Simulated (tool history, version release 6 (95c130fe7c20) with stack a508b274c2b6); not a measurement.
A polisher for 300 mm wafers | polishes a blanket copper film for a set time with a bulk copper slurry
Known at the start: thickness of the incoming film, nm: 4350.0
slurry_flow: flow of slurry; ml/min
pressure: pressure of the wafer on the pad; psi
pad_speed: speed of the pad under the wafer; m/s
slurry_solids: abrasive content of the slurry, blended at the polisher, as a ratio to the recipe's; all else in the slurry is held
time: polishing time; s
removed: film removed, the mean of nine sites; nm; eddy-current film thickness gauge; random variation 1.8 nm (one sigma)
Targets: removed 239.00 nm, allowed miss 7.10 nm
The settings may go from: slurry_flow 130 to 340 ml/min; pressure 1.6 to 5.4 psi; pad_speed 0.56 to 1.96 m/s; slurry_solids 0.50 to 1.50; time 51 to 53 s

Run 1, day 0.000: slurry_flow 220 ml/min, pressure 3.5 psi, pad_speed 1.26 m/s, slurry_solids 1.00, time 51 s. Result: removed 762.12 nm.
Run 2, day 0.112: slurry_flow 215 ml/min, pressure 3.3 psi, pad_speed 1.18 m/s, slurry_solids 1.00, time 51 s. Result: removed 671.14 nm.
Run 3, day 0.462: slurry_flow 215 ml/min, pressure 3.3 psi, pad_speed 1.18 m/s, slurry_solids 1.10, time 51 s. Result: removed 697.31 nm.
Run 4, day 0.696: slurry_flow 215 ml/min, pressure 3.3 psi, pad_speed 1.18 m/s, slurry_solids 1.20, time 51 s. Result: removed 720.24 nm.
Run 5, day 0.929: slurry_flow 215 ml/min, pressure 3.3 psi, pad_speed 1.18 m/s, slurry_solids 1.20, time 53 s. Result: removed 738.65 nm.
Run 6, day 1.083: slurry_flow 215 ml/min, pressure 3.3 psi, pad_speed 1.18 m/s, slurry_solids 1.20, time 51 s. Result: removed 709.47 nm.
Run 7, day 1.192: slurry_flow 210 ml/min, pressure 3.1 psi, pad_speed 1.12 m/s, slurry_solids 1.15, time 51 s. Result: removed 623.55 nm.
Run 8, day 1.542: slurry_flow 210 ml/min, pressure 2.9 psi, pad_speed 1.06 m/s, slurry_solids 1.15, time 51 s. Result: removed 562.36 nm.
Run 9, day 1.621: slurry_flow 205 ml/min, pressure 2.8 psi, pad_speed 1.00 m/s, slurry_solids 1.15, time 51 s. Result: removed 504.62 nm.
Run 10, day 1.662: slurry_flow 200 ml/min, pressure 2.7 psi, pad_speed 0.96 m/s, slurry_solids 1.15, time 51 s. Result: removed 472.66 nm.

5 next moves are on the table. One of them brings every result within its allowed miss. Which?
Run A, day 1.704: slurry_flow 275 ml/min, pressure 2.8 psi, pad_speed 1.26 m/s, slurry_solids 1.35, time 53 s. Result: removed ?.
Run B, day 1.704: slurry_flow 235 ml/min, pressure 1.8 psi, pad_speed 0.82 m/s, slurry_solids 1.40, time 51 s. Result: removed ?.
Run C, day 1.704: slurry_flow 140 ml/min, pressure 1.6 psi, pad_speed 0.84 m/s, slurry_solids 1.15, time 51 s. Result: removed ?.
Run D, day 1.704: slurry_flow 215 ml/min, pressure 3.4 psi, pad_speed 1.30 m/s, slurry_solids 1.35, time 53 s. Result: removed ?.
Run E, day 1.704: slurry_flow 225 ml/min, pressure 2.9 psi, pad_speed 0.70 m/s, slurry_solids 1.05, time 51 s. Result: removed ?.

move  removed
   A   717.09
   B   297.63
   C   240.53
   D   868.81
   E   370.71
A: further off than the last run
B: nearer than the last run, and not there yet
C: meets every target
D: further off than the last run
E: nearer than the last run, and not there yet
Answer: C
